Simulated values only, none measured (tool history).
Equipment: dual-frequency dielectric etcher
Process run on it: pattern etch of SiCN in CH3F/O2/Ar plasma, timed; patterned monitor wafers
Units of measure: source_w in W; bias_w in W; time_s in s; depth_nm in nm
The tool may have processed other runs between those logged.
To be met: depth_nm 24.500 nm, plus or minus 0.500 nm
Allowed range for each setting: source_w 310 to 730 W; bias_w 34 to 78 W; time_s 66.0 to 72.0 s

{"run": 1, "day": 0.0, "source_w": 520, "bias_w": 56, "time_s": 72.0, "depth_nm": 26.183}
{"run": 2, "day": 0.196, "source_w": 520, "bias_w": 56, "time_s": 72.0, "depth_nm": 26.037}
{"run": 3, "day": 0.358, "source_w": 520, "bias_w": 56, "time_s": 72.0, "depth_nm": 26.315}
{"run": 4, "day": 0.554, "source_w": 500, "bias_w": 55, "time_s": 72.0, "depth_nm": 25.767}
{"run": 5, "day": 0.667, "source_w": 500, "bias_w": 65, "time_s": 72.0, "depth_nm": 27.015}
{"run": 6, "day": 0.75, "source_w": 500, "bias_w": 70, "time_s": 72.0, "depth_nm": 27.61}
{"run": 7, "day": 1.108, "source_w": 460, "bias_w": 69, "time_s": 72.0, "depth_nm": 26.815}
{"run": 8, "day": 1.179, "source_w": 460, "bias_w": 69, "time_s": 72.0, "depth_nm": 26.929}
{"run": 9, "day": 1.442, "source_w": 430, "bias_w": 67, "time_s": 72.0, "depth_nm": 26.363}
{"run": 10, "day": 1.533, "source_w": 410, "bias_w": 65, "time_s": 71.5, "depth_nm": 25.5}

4 candidate next runs follow, results not yet known. Just one meets every target within its allowed miss. Identify it.
{"run": "A", "day": 1.625, "source_w": 450, "bias_w": 65, "time_s": 70.0, "depth_nm": "?"}
{"run": "B", "day": 1.625, "source_w": 410, "bias_w": 72, "time_s": 71.0, "depth_nm": "?"}
{"run": "C", "day": 1.625, "source_w": 440, "bias_w": 66, "time_s": 72.0, "depth_nm": "?"}
{"run": "D", "day": 1.625, "source_w": 400, "bias_w": 65, "time_s": 69.0, "depth_nm": "?"}

move=A depth_nm=25.517
move=B depth_nm=26.013
move=C depth_nm=26.201
move=D depth_nm=24.364
A: no nearer and no further than the last run
B: moves away from the targets compared with the last run
C: moves away from the targets compared with the last run
D: meets every target
So the answer is move D, the one that meets all the targets.
